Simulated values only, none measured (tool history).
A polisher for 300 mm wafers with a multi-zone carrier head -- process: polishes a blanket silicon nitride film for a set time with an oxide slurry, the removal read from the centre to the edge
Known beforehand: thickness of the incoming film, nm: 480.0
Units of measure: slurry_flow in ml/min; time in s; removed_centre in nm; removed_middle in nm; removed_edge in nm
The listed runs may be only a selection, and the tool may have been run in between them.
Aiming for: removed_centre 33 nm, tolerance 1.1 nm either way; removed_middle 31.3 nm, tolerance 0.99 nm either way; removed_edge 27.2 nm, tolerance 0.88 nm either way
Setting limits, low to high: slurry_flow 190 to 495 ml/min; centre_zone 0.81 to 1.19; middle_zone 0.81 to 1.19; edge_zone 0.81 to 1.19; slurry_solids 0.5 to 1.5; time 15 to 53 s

| run | hour | slurry_flow | centre_zone | middle_zone | edge_zone | slurry_solids | time | removed_centre | removed_middle | removed_edge |
|---|---|---|---|---|---|---|---|---|---|---|
| 1 | 0 | 320 | 1 | 1 | 1 | 1 | 34 | 26.014 | 26.52 | 25.916 |
| 2 | 1.8 | 330 | 1.05 | 1.04 | 1 | 1 | 34 | 27.854 | 27.828 | 26.525 |
| 3 | 4.5 | 345 | 1.08 | 1.07 | 0.98 | 1 | 34 | 28.308 | 28.776 | 26.194 |
| 4 | 5.5 | 345 | 1.08 | 1.13 | 0.98 | 1 | 34 | 28.621 | 30.427 | 25.831 |
| 5 | 8.3 | 345 | 1.08 | 1.13 | 1.04 | 1 | 34 | 28.36 | 29.787 | 26.741 |
| 6 | 14.9 | 345 | 1.08 | 1.13 | 1.04 | 0.9 | 34 | 27.76 | 28.85 | 26.164 |
| 7 | 19 | 350 | 1.11 | 1.13 | 1.02 | 0.95 | 34 | 28.748 | 29.941 | 25.653 |
| 8 | 23.8 | 350 | 1.11 | 1.13 | 1.02 | 0.95 | 34 | 28.815 | 29.442 | 26.401 |
| 9 | 28.5 | 355 | 1.13 | 1.12 | 1 | 1 | 34 | 29.924 | 29.263 | 26.047 |
| 10 | 37.1 | 355 | 1.15 | 1.14 | 1.01 | 1.05 | 34 | 31.404 | 30.668 | 27.018 |

Which of these 5 next moves meets every target?
| A | 45.7 | 355 | 1.18 | 1.11 | 0.97 | 1.3 | 33 | ? | ? | ? |
| B | 45.7 | 365 | 1.14 | 1.13 | 1.01 | 1.05 | 34 | ? | ? | ? |
| C | 45.7 | 315 | 1.06 | 1.11 | 1.09 | 0.95 | 37 | ? | ? | ? |
| D | 45.7 | 410 | 1.08 | 1.14 | 1.04 | 1.1 | 33 | ? | ? | ? |
| E | 45.7 | 335 | 1.15 | 1.16 | 1.08 | 1.1 | 36 | ? | ? | ? |

| move | removed_centre | removed_middle | removed_edge |
|---|---|---|---|
| A | 33.394 | 31.515 | 27.415 |
| B | 31.086 | 30.836 | 26.879 |
| C | 29.94 | 31.528 | 29.012 |
| D | 29.318 | 30.921 | 27.045 |
| E | 33.441 | 33.646 | 29.631 |
A: each result inside its tolerance
B: moves away from the targets compared with the last run
C: moves away from the targets compared with the last run
D: moves away from the targets compared with the last run
E: puts the biggest miss on target and leaves a different result outside tolerance
A is the move that brings every result within its allowed miss.
